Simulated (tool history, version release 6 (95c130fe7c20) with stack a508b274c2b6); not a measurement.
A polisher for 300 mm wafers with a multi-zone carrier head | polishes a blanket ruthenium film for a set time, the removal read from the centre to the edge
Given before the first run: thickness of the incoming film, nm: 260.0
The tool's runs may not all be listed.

run    day  flow of slurry (ml/min)  pressure of the head's centre zone  pressure of the head's middle zone  pressure of the head's edge zone  polishing time (s)  film removed at the wafer's centre (angstrom)  film removed at mid-radius (angstrom)  film removed at the wafer's edge (angstrom)
  1  0.000                      170                                1.00                                1.00                              1.00                  52                                         648.89                                 637.73                                       671.81
  2  0.096                      170                                1.00                                1.00                              1.00                  42                                         530.64                                 517.69                                       539.03
  3  0.467                      170                                0.96                                1.00                              1.00                  42                                         503.10                                 516.24                                       548.65
  4  0.738                      180                                0.98                                0.99                              1.04                  49                                         610.21                                 606.72                                       641.58
  5  0.762                      180                                1.05                                0.99                              1.04                  49                                         670.22                                 612.66                                       647.16
  6  1.000                      210                                1.05                                0.99                              1.04                  49                                         688.03                                 612.74                                       673.55
  7  1.179                      260                                1.07                                1.08                              1.14                  63                                         927.06                                 913.73                                       901.33

Run 8 comes next. What will it give?
  8  1.396                      250                                1.06                                1.04                              1.15                  64                                              ?                                      ?                                            ?

film removed at the wafer's centre (angstrom): 918.62
film removed at mid-radius (angstrom): 862.45
film removed at the wafer's edge (angstrom): 931.90
